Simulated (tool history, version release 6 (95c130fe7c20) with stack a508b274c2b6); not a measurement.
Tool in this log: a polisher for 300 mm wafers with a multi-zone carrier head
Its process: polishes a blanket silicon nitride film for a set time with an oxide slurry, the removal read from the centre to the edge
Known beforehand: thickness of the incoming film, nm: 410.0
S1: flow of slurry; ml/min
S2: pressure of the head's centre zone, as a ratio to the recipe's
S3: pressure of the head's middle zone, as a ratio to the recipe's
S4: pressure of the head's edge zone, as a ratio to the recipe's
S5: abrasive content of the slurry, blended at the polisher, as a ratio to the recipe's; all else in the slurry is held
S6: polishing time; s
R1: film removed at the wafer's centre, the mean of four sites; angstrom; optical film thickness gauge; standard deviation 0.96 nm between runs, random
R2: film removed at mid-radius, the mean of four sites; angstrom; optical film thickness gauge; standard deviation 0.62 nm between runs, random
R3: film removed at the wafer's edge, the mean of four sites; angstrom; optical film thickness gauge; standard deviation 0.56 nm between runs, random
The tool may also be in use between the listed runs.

| run | hour | S1 | S2 | S3 | S4 | S5 | S6 | R1 | R2 | R3 |
|---|---|---|---|---|---|---|---|---|---|---|
| 1 | 0 | 170 | 1 | 1 | 1 | 1 | 88 | 506.61 | 515.44 | 511.92 |
| 2 | 7 | 170 | 1 | 1 | 0.94 | 1 | 88 | 506.37 | 512.18 | 504.89 |
| 3 | 9 | 180 | 1.01 | 1.01 | 0.96 | 1.1 | 90 | 564.83 | 549.46 | 551.32 |
| 4 | 13.5 | 185 | 1.01 | 1.04 | 0.97 | 1.2 | 92 | 591.99 | 605.77 | 596.61 |
| 5 | 15.1 | 195 | 1.03 | 1.06 | 0.99 | 1.25 | 93 | 624.92 | 636.82 | 622.83 |
| 6 | 21.2 | 200 | 1.05 | 1.08 | 1 | 1.3 | 94 | 676.61 | 676.34 | 632.84 |

Run 7 has not been measured yet. What should we expect?
| 7 | 23.5 | 205 | 1.05 | 1.08 | 1.01 | 1.35 | 95 | ? | ? | ? |

R1: 672.42 angstrom
R2: 688.03 angstrom
R3: 654.83 angstrom
